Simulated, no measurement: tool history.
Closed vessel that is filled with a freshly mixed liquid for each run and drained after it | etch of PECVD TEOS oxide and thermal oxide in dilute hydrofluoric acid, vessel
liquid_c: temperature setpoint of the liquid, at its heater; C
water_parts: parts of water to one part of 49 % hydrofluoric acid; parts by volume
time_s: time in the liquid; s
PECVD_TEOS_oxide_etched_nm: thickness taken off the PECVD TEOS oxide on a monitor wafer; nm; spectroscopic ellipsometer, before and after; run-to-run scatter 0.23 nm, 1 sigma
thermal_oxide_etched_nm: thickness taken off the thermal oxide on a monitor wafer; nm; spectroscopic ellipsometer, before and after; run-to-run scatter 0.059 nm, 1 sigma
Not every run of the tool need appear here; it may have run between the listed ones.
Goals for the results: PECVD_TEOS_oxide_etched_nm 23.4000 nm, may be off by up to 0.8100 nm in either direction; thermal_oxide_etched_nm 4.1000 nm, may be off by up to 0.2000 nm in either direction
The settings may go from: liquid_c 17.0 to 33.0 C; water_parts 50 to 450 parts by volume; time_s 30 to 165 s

run,hour,liquid_c,water_parts,time_s,PECVD_TEOS_oxide_etched_nm,thermal_oxide_etched_nm
1,0.0,25.0,250,85,8.5254,1.5184
2,7.1,27.0,210,85,11.5490,2.0753
3,15.0,28.5,185,85,14.4980,2.4955
4,24.0,29.0,165,85,16.7390,2.8736
5,25.3,30.5,165,85,17.5890,3.0389
6,27.5,30.5,200,85,13.9160,2.4414
7,30.7,31.0,180,85,16.1150,2.7864
8,36.9,31.5,165,85,18.5250,3.1836
9,41.8,32.0,155,85,20.2270,3.5207
10,45.9,32.0,155,85,20.0600,3.4220
11,52.3,32.0,150,85,21.3070,3.6944
12,58.0,32.5,145,85,22.1450,3.9090

Next run, 4 choices. One meets every target within its allowed miss, the rest don't. Which?
A,63.7,33.0,140,85,?,?
B,63.7,31.0,145,85,?,?
C,63.7,30.5,155,110,?,?
D,63.7,33.0,170,95,?,?

move,PECVD_TEOS_oxide_etched_nm,thermal_oxide_etched_nm
A,23.6910,4.0731
B,21.1620,3.6383
C,24.8340,4.2695
D,20.9150,3.5958
A: each result inside its tolerance
B: lands further from the targets than the last run did
C: takes the result that was furthest off past its target
D: lands further from the targets than the last run did
The right move is A.
